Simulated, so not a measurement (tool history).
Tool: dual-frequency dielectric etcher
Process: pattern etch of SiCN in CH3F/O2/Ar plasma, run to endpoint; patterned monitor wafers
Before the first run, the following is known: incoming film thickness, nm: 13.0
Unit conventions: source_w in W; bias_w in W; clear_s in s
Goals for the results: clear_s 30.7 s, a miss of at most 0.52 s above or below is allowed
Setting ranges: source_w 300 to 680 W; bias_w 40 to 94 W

run,hour,source_w,bias_w,clear_s
1,0,490,67,33.343
2,5.1,450,67,34.615
3,12.1,470,67,33.745
4,12.9,470,57,35.87
5,19.3,490,57,35.255
6,22,530,57,33.908
7,30.5,540,57,33.74
8,33,540,57,33.637
9,34.8,550,57,33.434
10,37.6,560,57,33.229
11,45.7,570,57,33.141
12,47.1,580,57,32.68

Which of these 5 next moves meets every target?
A,48.5,580,62,?
B,48.5,610,78,?
C,48.5,620,66,?
D,48.5,650,70,?
E,48.5,590,58,?

move,clear_s
A,31.987
B,29.134
C,30.555
D,29.44
E,32.431
A: moves toward the targets from the last run without getting all of them in spec
B: takes the biggest miss from the last run beyond its target
C: every result within its allowed miss
D: takes the biggest miss from the last run beyond its target
E: moves toward the targets from the last run without getting all of them in spec
C meets every target.
